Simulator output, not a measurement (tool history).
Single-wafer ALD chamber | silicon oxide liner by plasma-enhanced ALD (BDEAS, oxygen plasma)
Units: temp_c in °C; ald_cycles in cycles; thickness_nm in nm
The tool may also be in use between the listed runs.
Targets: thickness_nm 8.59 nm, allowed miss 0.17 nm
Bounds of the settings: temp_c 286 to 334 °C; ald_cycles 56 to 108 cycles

run	day	temp_c	ald_cycles	thickness_nm
1	0	310	82	7.0774
2	0.025	310	77	6.6783
3	0.208	310	80	6.9248
4	0.492	314	80	6.8892
5	0.833	318	80	6.8016
6	0.896	328	80	6.6928
7	0.921	327	83	7.0256
8	1.154	327	85	7.1816
9	1.333	326	87	7.3983
10	1.508	325	89	7.5412
11	1.533	325	91	7.6793

5 next moves are on the table. One of them brings every result within its allowed miss. Which?
A	1.558	327	84	?
B	1.558	305	99	?
C	1.558	313	82	?
D	1.558	325	86	?
E	1.558	326	87	?

move	thickness_nm
A	7.048
B	8.5402
C	7.0033
D	7.2342
E	7.309
A: further off than the last run
B: meets every target
C: further off than the last run
D: further off than the last run
E: further off than the last run
Move B is the one to make.

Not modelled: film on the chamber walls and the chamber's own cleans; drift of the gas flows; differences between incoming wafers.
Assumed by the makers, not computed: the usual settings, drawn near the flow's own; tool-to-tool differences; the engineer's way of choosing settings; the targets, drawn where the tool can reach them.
